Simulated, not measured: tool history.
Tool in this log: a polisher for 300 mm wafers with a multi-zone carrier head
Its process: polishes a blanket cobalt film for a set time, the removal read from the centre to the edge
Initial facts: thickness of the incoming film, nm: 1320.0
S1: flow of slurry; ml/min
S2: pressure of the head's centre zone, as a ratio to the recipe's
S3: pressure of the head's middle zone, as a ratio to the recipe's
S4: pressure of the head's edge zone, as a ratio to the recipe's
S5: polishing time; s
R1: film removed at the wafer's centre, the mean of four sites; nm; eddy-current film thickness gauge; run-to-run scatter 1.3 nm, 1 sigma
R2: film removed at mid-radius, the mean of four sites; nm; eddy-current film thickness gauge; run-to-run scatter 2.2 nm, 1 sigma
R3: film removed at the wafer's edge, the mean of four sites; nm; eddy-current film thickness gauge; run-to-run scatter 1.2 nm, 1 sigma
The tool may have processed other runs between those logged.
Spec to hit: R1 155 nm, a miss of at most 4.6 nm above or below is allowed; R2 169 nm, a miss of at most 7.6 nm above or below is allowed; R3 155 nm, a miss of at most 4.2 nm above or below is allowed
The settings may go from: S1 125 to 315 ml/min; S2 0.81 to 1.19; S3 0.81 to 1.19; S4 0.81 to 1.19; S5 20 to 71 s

Run 1, hour 0: S1 205 ml/min, S2 1, S3 1, S4 1, S5 45 s. Result: R1 118.76 nm, R2 122.82 nm, R3 117.99 nm.
Run 2, hour 2.3: S1 205 ml/min, S2 1, S3 1, S4 0.94, S5 45 s. Result: R1 120.1 nm, R2 121.52 nm, R3 113.82 nm.
Run 3, hour 10.4: S1 205 ml/min, S2 1, S3 1, S4 0.94, S5 36 s. Result: R1 94.986 nm, R2 98.61 nm, R3 92.26 nm.
Run 4, hour 19: S1 215 ml/min, S2 1.01, S3 1.03, S4 0.99, S5 40 s. Result: R1 105.72 nm, R2 115.19 nm, R3 105.02 nm.
Run 5, hour 25.2: S1 220 ml/min, S2 1.03, S3 1.04, S4 1.03, S5 43 s. Result: R1 116.14 nm, R2 123.17 nm, R3 115.39 nm.
Run 6, hour 27.3: S1 220 ml/min, S2 1.03, S3 0.97, S4 1.03, S5 43 s. Result: R1 115.11 nm, R2 116.25 nm, R3 115.79 nm.
Run 7, hour 34.6: S1 230 ml/min, S2 1.05, S3 1, S4 1.06, S5 45 s. Result: R1 125.19 nm, R2 125.38 nm, R3 122.37 nm.
Run 8, hour 35.5: S1 235 ml/min, S2 1.05, S3 1.02, S4 1.08, S5 47 s. Result: R1 131.02 nm, R2 133.54 nm, R3 129.01 nm.
Run 9, hour 43.1: S1 235 ml/min, S2 1.05, S3 1.04, S4 1.1, S5 49 s. Result: R1 135.41 nm, R2 143.4 nm, R3 135.96 nm.
Run 10, hour 44.7: S1 240 ml/min, S2 1.06, S3 1.05, S4 1.12, S5 50 s. Result: R1 139.07 nm, R2 145.43 nm, R3 139.84 nm.

Which of these 4 next moves meets every target?
Run A, hour 46.3: S1 315 ml/min, S2 0.99, S3 1.05, S4 1.03, S5 57 s. Result: R1 ?, R2 ?, R3 ?.
Run B, hour 46.3: S1 285 ml/min, S2 1.13, S3 1.19, S4 0.82, S5 52 s. Result: R1 ?, R2 ?, R3 ?.
Run C, hour 46.3: S1 245 ml/min, S2 0.99, S3 0.94, S4 1.19, S5 45 s. Result: R1 ?, R2 ?, R3 ?.
Run D, hour 46.3: S1 235 ml/min, S2 1.04, S3 0.98, S4 1.12, S5 54 s. Result: R1 ?, R2 ?, R3 ?.

move      R1      R2      R3
   A  154.97  168.63  156.72
   B  153.42  169.84  127.58
   C  119.38  118.65  131.17
   D  147.48  146.88  152.02
A: hits every target within its allowed miss
B: its largest miss is bigger than the last run's
C: its largest miss is bigger than the last run's
D: corrects the largest miss of the last run, while another result sits out of spec
The move that meets every target is A.
